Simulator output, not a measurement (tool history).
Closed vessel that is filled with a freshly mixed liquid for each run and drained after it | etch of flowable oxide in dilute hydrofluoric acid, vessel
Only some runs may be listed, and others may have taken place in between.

| run | hour | temperature setpoint of the liquid (C) | parts of water to one part of 49 % hydrofluoric acid (parts by volume) | time in the liquid (s) | thickness taken off the flowable oxide on a monitor wafer (nm) |
|---|---|---|---|---|---|
| 1 | 0 | 23 | 155 | 80 | 18.561 |
| 2 | 4.3 | 21.5 | 155 | 80 | 17.423 |
| 3 | 9.2 | 21.5 | 155 | 80 | 17.492 |
| 4 | 10.7 | 22.5 | 155 | 80 | 18.154 |
| 5 | 18.1 | 23 | 155 | 80 | 18.508 |
|  | 23.7 | hydrofluoric acid flow meter replaced |
| 6 | 23.7 | 26 | 155 | 80 | 17.88 |
| 7 | 33 | 26 | 150 | 80 | 18.864 |

Run 8 is up next; what results do you expect?
| 8 | 42.2 | 26 | 145 | 80 | ? |

Run 8 yielded thickness taken off the flowable oxide on a monitor wafer (nm) 19.619.
